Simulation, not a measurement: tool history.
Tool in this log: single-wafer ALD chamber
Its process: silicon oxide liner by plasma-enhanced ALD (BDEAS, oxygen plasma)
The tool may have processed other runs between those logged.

run  hour  heater temperature setpoint (°C)  number of ALD cycles (cycles)  mean film thickness on the monitor wafer (Å)
  1   0.0                               320                             66                                        51.471
  2   8.4                               315                             66                                        51.948
  3  13.2                               308                             66                                        52.526
  4  22.2                               308                             64                                        51.133
  5  27.2                               317                             64                                        50.328
  6  30.0                               317                             62                                        48.699
  7  33.5                               317                             61                                        47.781
  8  41.1                               317                             60                                        47.304
  9  43.1                               317                             59                                        46.450
     49.7  -- thermocouple changed; heater temperature recalibrated
 10  49.7                               317                             58                                        45.982
 11  50.6                               317                             58                                        46.164
 12  51.5                               317                             57                                        45.219
 13  53.8                               317                             56                                        44.404
 14  59.0                               318                             52                                        41.303

The next listed run, before its measurement:
 15  64.1                               318                             52                                             ?

{"run 15": {"mean film thickness on the monitor wafer (Å)": 40.994}}
